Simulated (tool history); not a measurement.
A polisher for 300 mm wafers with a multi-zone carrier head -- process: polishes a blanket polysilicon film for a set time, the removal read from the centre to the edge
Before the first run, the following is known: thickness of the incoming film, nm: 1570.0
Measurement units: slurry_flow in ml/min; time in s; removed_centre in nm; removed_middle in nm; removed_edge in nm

run  hour  slurry_flow  centre_zone  middle_zone  edge_zone  time  removed_centre  removed_middle  removed_edge
  1     0          180            1            1          1    63          505.73          464.62           461
  2   1.3          155            1            1          1    63           489.2          448.95        451.12
  3   6.5          155         0.93            1          1    63          454.87          450.89        451.29
  4  11.5          155         0.89            1          1    63          435.51          445.96        448.12
  5  12.5          155         0.89            1       1.04    63          431.11          450.67        458.79
  6  14.5          155         0.95            1       1.04    63          460.58          451.23        468.75
  7  19.5          205         1.05         1.07          1    64          548.36          510.46        480.47
  8  25.6          215         1.06         1.06       1.01    64          565.53          509.31         471.8
  9  31.4          215         1.07         1.06       1.04    65          566.29          513.27         492.8

Run 10 is up next; what results do you expect?
 10  34.6          220         1.08         1.06       1.05    65               ?               ?             ?

Run 10 gave removed_centre 577.41 nm, removed_middle 520.92 nm, removed_edge 497.82 nm.
